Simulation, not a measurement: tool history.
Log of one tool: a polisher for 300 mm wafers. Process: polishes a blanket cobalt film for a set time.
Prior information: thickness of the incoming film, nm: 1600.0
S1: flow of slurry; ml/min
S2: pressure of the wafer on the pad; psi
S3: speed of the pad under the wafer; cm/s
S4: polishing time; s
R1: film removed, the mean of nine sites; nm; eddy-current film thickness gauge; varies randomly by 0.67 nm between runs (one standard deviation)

Run 1, hour 0: S1 215 ml/min, S2 1.8 psi, S3 84 cm/s, S4 20 s. Result: R1 64.068 nm.
Run 2, hour 6.9: S1 170 ml/min, S2 1.8 psi, S3 84 cm/s, S4 20 s. Result: R1 61.981 nm.
Run 3, hour 13.9: S1 170 ml/min, S2 1.8 psi, S3 96 cm/s, S4 20 s. Result: R1 68.718 nm.
Run 4, hour 16.5: S1 180 ml/min, S2 1.8 psi, S3 96 cm/s, S4 20 s. Result: R1 69.829 nm.
Run 5, hour 17.5: S1 185 ml/min, S2 1.8 psi, S3 96 cm/s, S4 20 s. Result: R1 71.103 nm.
Run 6, hour 26.3: S1 150 ml/min, S2 1.8 psi, S3 96 cm/s, S4 20 s. Result: R1 67.749 nm.
Run 7, hour 29.6: S1 160 ml/min, S2 1.8 psi, S3 96 cm/s, S4 20 s. Result: R1 68.76 nm.

For run 8, what comes out?
Run 8, hour 33.9: S1 170 ml/min, S2 1.8 psi, S3 96 cm/s, S4 20 s. Result: R1 ?.

Run 8 came out at R1 69.654 nm.
